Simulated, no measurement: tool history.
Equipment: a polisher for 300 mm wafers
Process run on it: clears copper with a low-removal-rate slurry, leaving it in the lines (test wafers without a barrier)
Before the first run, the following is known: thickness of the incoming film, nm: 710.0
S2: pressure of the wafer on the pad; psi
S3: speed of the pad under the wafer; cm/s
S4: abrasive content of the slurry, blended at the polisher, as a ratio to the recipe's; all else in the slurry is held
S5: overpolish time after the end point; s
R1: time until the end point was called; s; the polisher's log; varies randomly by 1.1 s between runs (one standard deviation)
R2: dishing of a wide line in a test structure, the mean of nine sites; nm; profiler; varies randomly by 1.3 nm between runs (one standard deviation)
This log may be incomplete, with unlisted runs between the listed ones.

{"run": 1, "hour": 0.0, "flow of slurry (ml/min)": 300, "S2": 3.8, "S3": 138, "S4": 1, "S5": 23, "R1": 157.96, "R2": 56.36}
{"run": 2, "hour": 0.9, "flow of slurry (ml/min)": 300, "S2": 4.3, "S3": 140, "S4": 1, "S5": 23, "R1": 137.18, "R2": 61.051}
{"run": 3, "hour": 6.5, "flow of slurry (ml/min)": 250, "S2": 4.3, "S3": 140, "S4": 1, "S5": 23, "R1": 138.37, "R2": 59.579}
{"run": 4, "hour": 12.6, "flow of slurry (ml/min)": 250, "S2": 4.3, "S3": 164, "S4": 1, "S5": 23, "R1": 117.18, "R2": 68.491}
{"run": 5, "hour": 13.2, "flow of slurry (ml/min)": 250, "S2": 3.8, "S3": 164, "S4": 1, "S5": 23, "R1": 131.21, "R2": 61.599}
{"run": 6, "hour": 17.2, "flow of slurry (ml/min)": 250, "S2": 3.8, "S3": 194, "S4": 1, "S5": 23, "R1": 112.44, "R2": 69.484}
{"run": 7, "hour": 22.9, "flow of slurry (ml/min)": 250, "S2": 4, "S3": 194, "S4": 1, "S5": 23, "R1": 107.19, "R2": 68.094}
{"run": 8, "hour": 31.6, "flow of slurry (ml/min)": 250, "S2": 4.2, "S3": 194, "S4": 1, "S5": 24, "R1": 104.56, "R2": 73.114}
{"run": 9, "hour": 35.5, "flow of slurry (ml/min)": 250, "S2": 4.4, "S3": 194, "S4": 1, "S5": 24, "R1": 98.505, "R2": 77.568}

Forecast run 10:
{"run": 10, "hour": 38.7, "flow of slurry (ml/min)": 250, "S2": 4.5, "S3": 194, "S4": 1, "S5": 24, "R1": "?", "R2": "?"}

R1: 98.305 s
R2: 75.466 nm
